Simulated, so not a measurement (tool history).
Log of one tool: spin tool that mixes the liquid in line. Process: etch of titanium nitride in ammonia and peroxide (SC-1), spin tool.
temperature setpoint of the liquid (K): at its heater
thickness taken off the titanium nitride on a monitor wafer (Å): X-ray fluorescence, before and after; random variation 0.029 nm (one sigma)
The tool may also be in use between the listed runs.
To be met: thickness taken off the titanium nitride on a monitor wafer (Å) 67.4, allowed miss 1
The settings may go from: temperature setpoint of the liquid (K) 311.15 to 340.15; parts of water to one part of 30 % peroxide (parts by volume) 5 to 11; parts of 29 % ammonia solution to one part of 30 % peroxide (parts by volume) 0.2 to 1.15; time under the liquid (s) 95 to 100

run	hour	temperature setpoint of the liquid (K)	parts of water to one part of 30 % peroxide (parts by volume)	parts of 29 % ammonia solution to one part of 30 % peroxide (parts by volume)	time under the liquid (s)	thickness taken off the titanium nitride on a monitor wafer (Å)
1	0	324.15	6	0.65	95	102.15
2	3.1	324.15	6	0.75	95	104.64
3	7	322.15	6	0.75	95	90.609
4	12.7	322.15	6	0.9	95	92.892
5	13.3	320.65	6	0.9	95	84.139
6	19.2	319.65	6	0.9	95	78.845
7	25.5	319.15	6	0.9	95	75.211
8	30.9	318.65	6	0.9	95	73.277
9	32.7	318.15	6	0.9	95	70.456

Which of these 5 next moves meets every target?
A	34.5	318.65	7.5	1.1	95	?
B	34.5	319.15	6.5	0.7	100	?
C	34.5	318.65	6	0.95	95	?
D	34.5	317.65	5.5	0.85	95	?
E	34.5	320.15	7	0.85	95	?

move	thickness taken off the titanium nitride on a monitor wafer (Å)
A	67.703
B	74.171
C	73.624
D	70.24
E	75.14
A: meets every target
B: further off than the last run
C: further off than the last run
D: nearer than the last run, and not there yet
E: further off than the last run
Move A is the one to make.

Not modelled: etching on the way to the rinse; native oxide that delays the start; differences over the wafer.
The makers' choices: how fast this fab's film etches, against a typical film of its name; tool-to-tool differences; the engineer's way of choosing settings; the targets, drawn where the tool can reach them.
